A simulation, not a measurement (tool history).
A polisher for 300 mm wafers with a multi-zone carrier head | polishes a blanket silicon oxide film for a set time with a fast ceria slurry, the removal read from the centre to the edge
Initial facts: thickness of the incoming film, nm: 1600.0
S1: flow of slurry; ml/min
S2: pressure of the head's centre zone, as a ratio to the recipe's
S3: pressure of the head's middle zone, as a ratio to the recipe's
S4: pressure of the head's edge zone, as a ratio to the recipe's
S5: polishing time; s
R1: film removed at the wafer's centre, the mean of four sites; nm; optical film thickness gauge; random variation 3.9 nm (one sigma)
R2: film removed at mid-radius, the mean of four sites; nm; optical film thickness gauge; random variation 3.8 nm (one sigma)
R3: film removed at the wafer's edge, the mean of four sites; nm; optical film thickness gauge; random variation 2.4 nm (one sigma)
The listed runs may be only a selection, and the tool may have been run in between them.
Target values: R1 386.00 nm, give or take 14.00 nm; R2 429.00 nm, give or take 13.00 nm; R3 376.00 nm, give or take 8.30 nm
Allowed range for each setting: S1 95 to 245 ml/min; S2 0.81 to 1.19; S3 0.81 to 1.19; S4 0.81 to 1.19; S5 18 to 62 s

run,day,S1,S2,S3,S4,S5,R1,R2,R3
1,0.000,155,1.00,1.00,1.00,40,590.59,583.06,590.55
2,0.350,155,0.99,1.01,0.97,38,552.87,568.50,551.55
3,0.592,150,0.99,1.01,0.95,36,523.77,531.88,513.80
4,0.962,150,0.99,1.01,0.95,30,437.93,453.73,432.13
5,1.204,165,0.99,1.01,0.95,30,444.22,452.37,439.65
6,1.383,135,0.99,1.01,0.95,30,422.94,435.21,424.65
7,1.512,135,0.99,1.01,0.95,30,426.62,435.08,421.56
8,1.750,130,0.98,1.02,0.94,30,415.63,426.58,416.45
9,2.083,125,0.98,1.04,0.93,30,413.80,431.22,412.13
10,2.346,120,0.98,1.05,0.92,30,408.50,438.13,408.55

Which of these 5 next moves meets every target?
A,2.608,145,0.89,1.15,0.92,28,?,?,?
B,2.608,155,0.97,1.10,0.89,27,?,?,?
C,2.608,125,0.95,1.17,0.81,29,?,?,?
D,2.608,115,1.11,1.13,0.84,30,?,?,?
E,2.608,105,0.95,1.19,0.90,29,?,?,?

move,R1,R2,R3
A,363.03,460.13,392.35
B,387.77,432.93,376.64
C,385.76,466.82,374.18
D,454.65,457.68,387.36
E,364.07,450.35,378.78
A: an improvement on the last run, though not all results are within tolerance
B: all results land within tolerance of their targets
C: brings the result that was furthest off to its target, and leaves another outside
D: lands further from the targets than the last run did
E: brings the result that was furthest off to its target, and leaves another outside
Move B is the one to make.
